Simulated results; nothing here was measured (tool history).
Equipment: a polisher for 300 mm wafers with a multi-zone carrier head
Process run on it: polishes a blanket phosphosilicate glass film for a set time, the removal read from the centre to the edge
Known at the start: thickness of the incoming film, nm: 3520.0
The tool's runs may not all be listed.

run,hour,flow of slurry (ml/min),pressure of the head's centre zone,pressure of the head's middle zone,pressure of the head's edge zone,abrasive content of the slurry,polishing time (s),film removed at the wafer's centre (Å),film removed at mid-radius (Å),film removed at the wafer's edge (Å)
1,0.0,150,1.00,1.00,1.00,1.00,38,2137.7,2082.0,2047.9
2,4.5,150,1.00,0.92,1.00,1.00,38,2139.5,1866.9,2122.5
3,11.4,140,0.96,0.90,0.97,0.85,37,1845.8,1714.3,1816.2
4,17.2,140,1.05,0.90,0.97,0.85,37,2010.1,1665.4,1848.6
5,18.4,140,1.09,0.90,0.97,0.85,37,2065.7,1674.3,1861.8
6,23.8,115,1.09,0.90,0.97,0.85,37,1966.3,1599.4,1785.6
7,30.2,110,1.04,0.88,1.00,0.75,36,1673.2,1423.1,1660.6

Run 8 comes next. What will it give?
8,31.6,105,1.01,0.87,1.01,0.70,36,?,?,?

film removed at the wafer's centre (Å): 1556.1
film removed at mid-radius (Å): 1369.0
film removed at the wafer's edge (Å): 1573.4

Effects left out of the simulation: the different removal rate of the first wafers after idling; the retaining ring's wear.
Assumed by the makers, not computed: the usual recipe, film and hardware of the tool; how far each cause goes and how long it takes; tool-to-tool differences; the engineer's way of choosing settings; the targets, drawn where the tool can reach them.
